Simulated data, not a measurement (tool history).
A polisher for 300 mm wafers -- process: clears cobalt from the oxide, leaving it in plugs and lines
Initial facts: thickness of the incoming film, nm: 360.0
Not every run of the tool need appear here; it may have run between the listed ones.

| run | hour | flow of slurry (ml/min) | pressure of the wafer on the pad (kPa) | speed of the pad under the wafer (cm/s) | overpolish time after the end point (s) | time until the end point was called (s) | dishing of a wide line in a test structure (Å) |
|---|---|---|---|---|---|---|---|
| 1 | 0 | 175 | 10.3 | 126 | 25 | 84.905 | 444.36 |
| 2 | 3.8 | 155 | 10.3 | 126 | 25 | 86.344 | 449.81 |
| 3 | 6.2 | 175 | 10.3 | 126 | 25 | 87.021 | 454.98 |
| 4 | 14.9 | 175 | 10.3 | 126 | 16 | 85.971 | 354.87 |
| 5 | 16.1 | 175 | 8.3 | 126 | 16 | 104.66 | 343.9 |
| 6 | 21.6 | 175 | 8.3 | 126 | 11 | 102.1 | 260.58 |
| 7 | 22.6 | 175 | 8.3 | 126 | 11 | 102.97 | 271.48 |
| 8 | 31.1 | 175 | 10.3 | 130 | 15 | 83.305 | 357.22 |
| 9 | 39.2 | 175 | 11.7 | 132 | 16 | 72.846 | 405.24 |

Run 10 has not been measured yet. What should we expect?
| 10 | 47 | 175 | 12.4 | 134 | 17 | ? | ? |

time until the end point was called (s): 65.669
dishing of a wide line in a test structure (Å): 427.2
